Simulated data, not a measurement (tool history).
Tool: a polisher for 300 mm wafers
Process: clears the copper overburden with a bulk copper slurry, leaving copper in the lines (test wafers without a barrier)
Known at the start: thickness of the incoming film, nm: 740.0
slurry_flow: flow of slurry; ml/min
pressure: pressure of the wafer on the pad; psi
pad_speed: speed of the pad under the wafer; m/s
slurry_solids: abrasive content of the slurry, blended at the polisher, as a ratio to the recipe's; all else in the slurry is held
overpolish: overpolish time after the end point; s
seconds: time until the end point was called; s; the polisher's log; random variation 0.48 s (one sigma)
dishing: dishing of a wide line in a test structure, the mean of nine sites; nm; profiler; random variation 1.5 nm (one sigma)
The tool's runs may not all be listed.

run	hour	slurry_flow	pressure	pad_speed	slurry_solids	overpolish	seconds	dishing
1	0	145	3.5	1	1	12	73.19	60.679
2	7.2	145	2.6	1	1	12	98.5	50.072
3	11.2	145	2.6	1	1	10	97.235	45.053
4	14.6	150	3.1	1	1	10	82.201	50.607
5	15.5	155	3.4	1	1	10	74.206	55.09
6	18.6	155	3.4	1.2	1	10	63.951	61.521
7	20.5	160	3.6	1.2	1	10	58.445	61.809

Forecast run 8:
8	25.2	165	3.7	1.2	1	10	?	?

{"run 8": {"seconds": 57.588, "dishing": 62.347}}

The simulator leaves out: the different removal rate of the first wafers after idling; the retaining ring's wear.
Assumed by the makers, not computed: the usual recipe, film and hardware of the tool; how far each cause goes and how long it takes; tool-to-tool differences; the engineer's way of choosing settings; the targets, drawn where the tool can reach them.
